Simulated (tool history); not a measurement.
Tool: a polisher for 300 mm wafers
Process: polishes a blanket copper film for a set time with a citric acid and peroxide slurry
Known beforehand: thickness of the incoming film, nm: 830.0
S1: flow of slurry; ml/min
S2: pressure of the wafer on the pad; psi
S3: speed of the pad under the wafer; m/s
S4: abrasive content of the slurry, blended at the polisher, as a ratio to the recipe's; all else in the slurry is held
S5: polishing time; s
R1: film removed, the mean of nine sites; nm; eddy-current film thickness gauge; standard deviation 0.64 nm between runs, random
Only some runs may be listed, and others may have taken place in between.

run	hour	S1	S2	S3	S4	S5	R1
1	0.0	300	2.4	0.80	1.0	56	71.915
2	8.7	240	2.4	0.80	1.0	56	70.447
3	12.8	245	2.6	0.80	1.0	56	76.673
4	16.2	250	2.7	0.80	1.0	56	79.829
5	20.6	250	2.7	0.90	1.0	56	87.759
6	23.7	250	2.7	0.90	1.0	51	80.908

What will run 7 give?
7	30.3	255	2.8	0.90	1.0	51	?

For run 7 the tool returned R1 83.488 nm.
